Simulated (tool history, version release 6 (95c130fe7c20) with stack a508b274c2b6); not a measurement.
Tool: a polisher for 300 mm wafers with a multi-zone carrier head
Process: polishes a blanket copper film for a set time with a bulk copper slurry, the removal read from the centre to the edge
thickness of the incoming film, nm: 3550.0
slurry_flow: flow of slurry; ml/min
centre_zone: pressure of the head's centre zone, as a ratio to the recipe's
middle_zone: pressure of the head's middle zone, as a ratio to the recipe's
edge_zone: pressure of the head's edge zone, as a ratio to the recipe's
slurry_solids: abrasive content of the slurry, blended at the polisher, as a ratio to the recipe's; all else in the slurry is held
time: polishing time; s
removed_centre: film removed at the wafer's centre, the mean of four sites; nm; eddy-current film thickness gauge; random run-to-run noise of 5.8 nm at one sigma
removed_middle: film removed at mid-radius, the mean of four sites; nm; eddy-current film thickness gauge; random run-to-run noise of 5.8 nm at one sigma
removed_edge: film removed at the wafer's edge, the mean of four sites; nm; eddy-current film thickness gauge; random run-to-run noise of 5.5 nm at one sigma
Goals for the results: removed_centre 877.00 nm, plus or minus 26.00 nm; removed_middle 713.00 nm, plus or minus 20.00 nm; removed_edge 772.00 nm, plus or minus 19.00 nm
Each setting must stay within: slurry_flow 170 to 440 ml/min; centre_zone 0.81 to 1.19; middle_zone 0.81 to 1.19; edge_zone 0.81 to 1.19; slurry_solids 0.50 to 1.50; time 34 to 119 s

run 1 hour=0.0 | slurry_flow=280 centre_zone=1.00 middle_zone=1.00 edge_zone=1.00 slurry_solids=1.00 time=76 | removed_centre=575.22 removed_middle=566.61 removed_edge=581.59
run 2 hour=7.7 | slurry_flow=280 centre_zone=1.00 middle_zone=1.00 edge_zone=1.00 slurry_solids=0.80 time=76 | removed_centre=549.21 removed_middle=551.15 removed_edge=557.39
run 3 hour=8.8 | slurry_flow=280 centre_zone=1.00 middle_zone=1.07 edge_zone=1.00 slurry_solids=0.80 time=76 | removed_centre=546.61 removed_middle=577.05 removed_edge=563.77
run 4 hour=17.3 | slurry_flow=280 centre_zone=1.00 middle_zone=1.14 edge_zone=1.00 slurry_solids=0.80 time=76 | removed_centre=549.25 removed_middle=607.42 removed_edge=562.02
-- hour=24.0 slurry nozzle cleaned
run 5 hour=24.0 | slurry_flow=285 centre_zone=1.02 middle_zone=1.13 edge_zone=1.02 slurry_solids=0.90 time=77 | removed_centre=595.15 removed_middle=638.11 removed_edge=604.45
run 6 hour=27.9 | slurry_flow=285 centre_zone=0.96 middle_zone=1.13 edge_zone=1.02 slurry_solids=0.90 time=77 | removed_centre=563.53 removed_middle=631.72 removed_edge=591.76
run 7 hour=30.9 | slurry_flow=300 centre_zone=0.99 middle_zone=1.12 edge_zone=1.03 slurry_solids=0.95 time=77 | removed_centre=584.49 removed_middle=627.56 removed_edge=605.02
run 8 hour=39.1 | slurry_flow=310 centre_zone=1.01 middle_zone=1.12 edge_zone=1.04 slurry_solids=1.00 time=77 | removed_centre=606.71 removed_middle=636.83 removed_edge=623.61
run 9 hour=46.0 | slurry_flow=390 centre_zone=1.11 middle_zone=1.05 edge_zone=1.04 slurry_solids=1.25 time=80 | removed_centre=737.53 removed_middle=684.64 removed_edge=677.50
run 10 hour=53.9 | slurry_flow=390 centre_zone=1.12 middle_zone=1.04 edge_zone=1.05 slurry_solids=1.30 time=80 | removed_centre=739.44 removed_middle=675.34 removed_edge=684.71
run 11 hour=60.7 | slurry_flow=395 centre_zone=1.13 middle_zone=1.03 edge_zone=1.05 slurry_solids=1.30 time=81 | removed_centre=756.87 removed_middle=674.25 removed_edge=689.88

Consider the 5 candidate settings below. Which is the only one whose results all fall within their allowed miss of target?
run A hour=67.5 | slurry_flow=365 centre_zone=1.19 middle_zone=0.86 edge_zone=1.08 slurry_solids=1.30 time=95 | removed_centre=? removed_middle=? removed_edge=?
run B hour=67.5 | slurry_flow=440 centre_zone=1.12 middle_zone=1.16 edge_zone=0.87 slurry_solids=1.20 time=73 | removed_centre=? removed_middle=? removed_edge=?
run C hour=67.5 | slurry_flow=365 centre_zone=0.90 middle_zone=1.03 edge_zone=1.19 slurry_solids=1.40 time=83 | removed_centre=? removed_middle=? removed_edge=?
run D hour=67.5 | slurry_flow=390 centre_zone=1.17 middle_zone=0.96 edge_zone=1.07 slurry_solids=1.40 time=89 | removed_centre=? removed_middle=? removed_edge=?
run E hour=67.5 | slurry_flow=410 centre_zone=1.00 middle_zone=1.07 edge_zone=1.04 slurry_solids=1.40 time=71 | removed_centre=? removed_middle=? removed_edge=?

move=A removed_centre=926.93 removed_middle=697.44 removed_edge=817.57
move=B removed_centre=671.04 removed_middle=669.14 removed_edge=570.61
move=C removed_centre=620.34 removed_middle=706.25 removed_edge=754.57
move=D removed_centre=870.61 removed_middle=721.14 removed_edge=775.37
move=E removed_centre=595.61 removed_middle=626.70 removed_edge=611.92
A: takes the biggest miss from the last run beyond its target
B: moves away from the targets compared with the last run
C: moves away from the targets compared with the last run
D: meets every target
E: moves away from the targets compared with the last run
Move D is the one to make.

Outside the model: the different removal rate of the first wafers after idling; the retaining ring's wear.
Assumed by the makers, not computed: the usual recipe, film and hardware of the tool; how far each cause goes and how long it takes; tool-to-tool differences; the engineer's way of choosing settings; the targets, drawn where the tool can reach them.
